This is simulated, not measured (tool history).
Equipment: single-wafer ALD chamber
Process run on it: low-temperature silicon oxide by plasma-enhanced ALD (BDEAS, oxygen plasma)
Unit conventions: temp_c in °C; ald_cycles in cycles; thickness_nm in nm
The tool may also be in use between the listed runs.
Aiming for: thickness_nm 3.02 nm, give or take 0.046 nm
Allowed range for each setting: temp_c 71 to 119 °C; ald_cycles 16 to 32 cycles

{"run": 1, "hour": 0.0, "temp_c": 95, "ald_cycles": 24, "thickness_nm": 3.4641}
{"run": 2, "hour": 8.7, "temp_c": 95, "ald_cycles": 27, "thickness_nm": 3.9044}
{"run": 3, "hour": 12.8, "temp_c": 102, "ald_cycles": 27, "thickness_nm": 3.8299}
{"run": 4, "hour": 13.6, "temp_c": 108, "ald_cycles": 27, "thickness_nm": 3.7669}
{"run": 5, "hour": 21.1, "temp_c": 112, "ald_cycles": 27, "thickness_nm": 3.725}
{"run": 6, "hour": 27.8, "temp_c": 119, "ald_cycles": 27, "thickness_nm": 3.6839}
{"run": 7, "hour": 29.0, "temp_c": 119, "ald_cycles": 26, "thickness_nm": 3.5729}
{"run": 8, "hour": 31.4, "temp_c": 119, "ald_cycles": 25, "thickness_nm": 3.4395}
{"run": 9, "hour": 39.2, "temp_c": 119, "ald_cycles": 23, "thickness_nm": 3.1572}

Which single option among these 4 for the next run brings every result within its allowed miss of target? Just one does.
{"run": "A", "hour": 47.0, "temp_c": 119, "ald_cycles": 22, "thickness_nm": "?"}
{"run": "B", "hour": 47.0, "temp_c": 119, "ald_cycles": 21, "thickness_nm": "?"}
{"run": "C", "hour": 47.0, "temp_c": 113, "ald_cycles": 21, "thickness_nm": "?"}
{"run": "D", "hour": 47.0, "temp_c": 117, "ald_cycles": 21, "thickness_nm": "?"}

move=A thickness_nm=3.0325
move=B thickness_nm=2.8947
move=C thickness_nm=2.9272
move=D thickness_nm=2.9055
A: every result lands within tolerance
B: moves the result that the last run missed by most past its target, out the other side
C: moves the result that the last run missed by most past its target, out the other side
D: moves the result that the last run missed by most past its target, out the other side
Answer: A
